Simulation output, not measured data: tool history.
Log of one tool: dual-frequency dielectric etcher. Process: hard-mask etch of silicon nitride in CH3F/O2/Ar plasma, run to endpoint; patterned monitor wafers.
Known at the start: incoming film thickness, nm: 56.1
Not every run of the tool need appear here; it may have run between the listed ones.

{"run": 1, "day": 0.0, "source power (kW)": 0.42, "bias power (kW)": 0.054, "endpoint time (s)": 86.772}
{"run": 2, "day": 0.325, "source power (kW)": 0.45, "bias power (kW)": 0.054, "endpoint time (s)": 84.533}
{"run": 3, "day": 0.479, "source power (kW)": 0.42, "bias power (kW)": 0.052, "endpoint time (s)": 87.473}
{"run": 4, "day": 0.85, "source power (kW)": 0.38, "bias power (kW)": 0.052, "endpoint time (s)": 91.089}
{"run": 5, "day": 1.138, "source power (kW)": 0.38, "bias power (kW)": 0.058, "endpoint time (s)": 87.809}
{"run": 6, "day": 1.304, "source power (kW)": 0.44, "bias power (kW)": 0.058, "endpoint time (s)": 83.299}
{"run": 7, "day": 1.383, "source power (kW)": 0.41, "bias power (kW)": 0.055, "endpoint time (s)": 86.809}
{"run": 8, "day": 1.683, "source power (kW)": 0.38, "bias power (kW)": 0.052, "endpoint time (s)": 91.816}
{"run": 9, "day": 1.8, "source power (kW)": 0.36, "bias power (kW)": 0.051, "endpoint time (s)": 94.033}
{"run": 10, "day": 1.879, "source power (kW)": 0.34, "bias power (kW)": 0.05, "endpoint time (s)": 97.081}
{"run": 11, "day": 1.962, "source power (kW)": 0.33, "bias power (kW)": 0.05, "endpoint time (s)": 97.908}
{"run": 12, "day": 2.046, "source power (kW)": 0.32, "bias power (kW)": 0.05, "endpoint time (s)": 99.407}
{"run": 13, "day": 2.179, "source power (kW)": 0.31, "bias power (kW)": 0.05, "endpoint time (s)": 100.71}
{"run": 14, "day": 2.3, "source power (kW)": 0.3, "bias power (kW)": 0.05, "endpoint time (s)": 102.55}

For run 15, what comes out?
{"run": 15, "day": 2.588, "source power (kW)": 0.29, "bias power (kW)": 0.05, "endpoint time (s)": "?"}

{"run 15": {"endpoint time (s)": 103.6}}
